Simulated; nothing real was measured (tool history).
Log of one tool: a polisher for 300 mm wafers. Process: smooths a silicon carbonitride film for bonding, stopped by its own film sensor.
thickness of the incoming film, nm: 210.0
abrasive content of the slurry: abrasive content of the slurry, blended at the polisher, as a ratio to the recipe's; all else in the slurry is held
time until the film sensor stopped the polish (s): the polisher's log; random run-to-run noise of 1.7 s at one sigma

run,hour,flow of slurry (ml/min),pressure of the wafer on the pad (kPa),speed of the pad under the wafer (m/s),abrasive content of the slurry,target thickness at which the film sensor stops the polish (nm),time until the film sensor stopped the polish (s)
1,0,165,15.2,0.9,1,184,88.572
2,8.4,165,13.8,0.9,1,184,97.179
3,15.5,165,13.8,0.8,1,184,107.28
4,18.1,165,13.8,0.8,0.9,184,109.13
5,20.3,165,13.1,0.8,0.9,184,117.04
6,21.1,165,13.1,0.8,0.9,184,119.68

Run 7, settings as shown, results not yet in. Your forecast:
7,26.4,165,12.4,0.8,0.9,184,?

{"run 7": {"time until the film sensor stopped the polish (s)": 121.8}}
